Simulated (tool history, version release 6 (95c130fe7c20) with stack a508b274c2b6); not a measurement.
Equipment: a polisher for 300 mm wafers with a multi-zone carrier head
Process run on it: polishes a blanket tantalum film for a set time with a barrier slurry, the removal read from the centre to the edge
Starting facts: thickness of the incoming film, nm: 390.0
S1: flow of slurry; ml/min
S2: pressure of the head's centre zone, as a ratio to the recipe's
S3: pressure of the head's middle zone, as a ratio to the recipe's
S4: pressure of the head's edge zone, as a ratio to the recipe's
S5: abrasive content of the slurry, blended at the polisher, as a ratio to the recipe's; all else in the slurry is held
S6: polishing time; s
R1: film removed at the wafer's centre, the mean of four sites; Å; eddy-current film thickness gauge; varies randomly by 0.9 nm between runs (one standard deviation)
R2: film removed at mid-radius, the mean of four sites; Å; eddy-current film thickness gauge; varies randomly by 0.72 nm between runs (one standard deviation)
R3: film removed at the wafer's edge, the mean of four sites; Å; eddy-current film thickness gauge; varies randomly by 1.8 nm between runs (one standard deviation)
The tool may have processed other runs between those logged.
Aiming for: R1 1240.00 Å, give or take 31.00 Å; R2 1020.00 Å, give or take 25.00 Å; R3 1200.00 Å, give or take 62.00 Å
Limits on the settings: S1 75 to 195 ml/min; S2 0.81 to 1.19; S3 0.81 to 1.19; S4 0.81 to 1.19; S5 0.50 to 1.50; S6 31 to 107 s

run	hour	S1	S2	S3	S4	S5	S6	R1	R2	R3
1	0.0	125	1.00	1.00	1.00	1.00	69	897.89	928.36	931.29
2	4.2	125	1.00	1.00	1.00	1.00	82	1075.10	1092.80	1102.20
3	12.0	125	1.00	1.00	1.00	1.20	82	1116.90	1138.10	1131.40
4	17.6	125	1.00	1.00	1.00	1.20	95	1289.20	1331.60	1347.10
5	21.7	115	1.02	0.95	0.98	1.15	95	1290.20	1235.90	1269.80
6	22.2	105	1.03	0.91	1.00	1.15	95	1260.40	1169.80	1302.90
7	25.1	100	1.04	0.89	0.98	1.15	95	1272.90	1137.50	1315.20
8	29.2	95	1.05	0.88	0.95	1.10	95	1252.50	1094.20	1250.80
9	35.3	90	1.06	0.87	0.94	1.10	95	1236.30	1075.50	1176.80

Pick the move, out of 5, that brings all results within their allowed miss; only one does.
A	41.4	95	1.07	0.89	0.96	0.95	98	?	?	?
B	41.4	75	1.07	0.92	1.07	1.40	90	?	?	?
C	41.4	105	1.15	0.81	0.91	1.00	89	?	?	?
D	41.4	120	1.11	0.93	0.99	1.10	87	?	?	?
E	41.4	105	1.07	0.82	0.93	1.45	85	?	?	?

move	R1	R2	R3
A	1257.20	1101.30	1214.80
B	1190.10	1078.50	1244.20
C	1274.00	963.21	1107.30
D	1269.30	1100.20	1172.80
E	1233.30	1012.30	1164.10
A: moves away from the targets compared with the last run
B: moves away from the targets compared with the last run
C: takes the result that was furthest off past its target
D: moves away from the targets compared with the last run
E: in spec on every target
Correct choice: E, which meets every target
